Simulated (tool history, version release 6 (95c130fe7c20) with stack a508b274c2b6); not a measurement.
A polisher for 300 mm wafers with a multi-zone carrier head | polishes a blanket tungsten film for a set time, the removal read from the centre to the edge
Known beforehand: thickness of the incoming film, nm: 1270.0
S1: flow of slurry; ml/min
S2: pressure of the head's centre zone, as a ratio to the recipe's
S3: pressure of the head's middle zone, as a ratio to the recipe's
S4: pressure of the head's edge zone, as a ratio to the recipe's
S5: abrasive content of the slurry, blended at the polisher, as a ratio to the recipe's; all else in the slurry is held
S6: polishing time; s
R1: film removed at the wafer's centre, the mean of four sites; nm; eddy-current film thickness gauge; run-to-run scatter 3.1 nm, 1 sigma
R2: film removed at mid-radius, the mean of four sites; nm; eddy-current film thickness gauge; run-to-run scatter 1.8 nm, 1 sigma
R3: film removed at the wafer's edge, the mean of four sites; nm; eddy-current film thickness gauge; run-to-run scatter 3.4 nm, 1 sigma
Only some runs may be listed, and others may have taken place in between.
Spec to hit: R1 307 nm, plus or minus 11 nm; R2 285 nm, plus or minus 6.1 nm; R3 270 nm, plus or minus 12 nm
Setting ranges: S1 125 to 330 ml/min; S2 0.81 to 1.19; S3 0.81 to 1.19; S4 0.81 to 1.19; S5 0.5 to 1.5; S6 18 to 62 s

run  hour   S1    S2    S3    S4    S5  S6      R1      R2      R3
  1     0  210     1     1     1     1  40  232.84  241.36  238.19
  2   0.9  210  1.06     1     1     1  40  244.18  240.66  236.04
  3   7.4  225  1.09  1.02  1.02  1.05  40   246.1  251.66  241.83
  4  16.4  225  1.09  1.02  1.02  1.15  40  256.72  255.28  249.82
  5  23.7  225  1.09  1.02  1.02  1.15  44  280.57  279.33  271.65
  6  29.1  225  1.09  1.02  1.02  1.15  50  324.18  317.45  313.68
  7  35.6  215  1.09  1.01  0.99   1.1  50  311.49  311.26  308.48
  8  40.4  235  1.11  0.99  0.96  1.05  50  314.73  304.14  299.32
  9  42.4  230  1.13  0.98  0.93  1.05  50  323.32  300.28  291.21
 10  48.6  220  1.12  0.98  0.91  1.05  50  316.68  302.45  290.49

5 candidate next runs follow, results not yet known. Just one meets every target within its allowed miss. Identify it.
  A  54.8  220  1.19  1.01  0.87  1.05  50   ?   ?   ?
  B  54.8  180  0.94  1.02  0.98   1.1  54   ?   ?   ?
  C  54.8  210  1.12     1  0.92  1.05  52   ?   ?   ?
  D  54.8  285  1.05   0.9  0.87  0.95  53   ?   ?   ?
  E  54.8  250  1.13  0.97  0.87     1  48   ?   ?   ?

move      R1      R2      R3
   A  331.64  311.48  273.29
   B  302.39  336.31  310.57
   C  329.16  319.86  290.65
   D  323.77  300.22  288.78
   E  307.85  289.34  261.98
A: moves away from the targets compared with the last run
B: moves away from the targets compared with the last run
C: moves away from the targets compared with the last run
D: closer than the last run, but not yet in spec
E: each result inside its tolerance
Answer: E
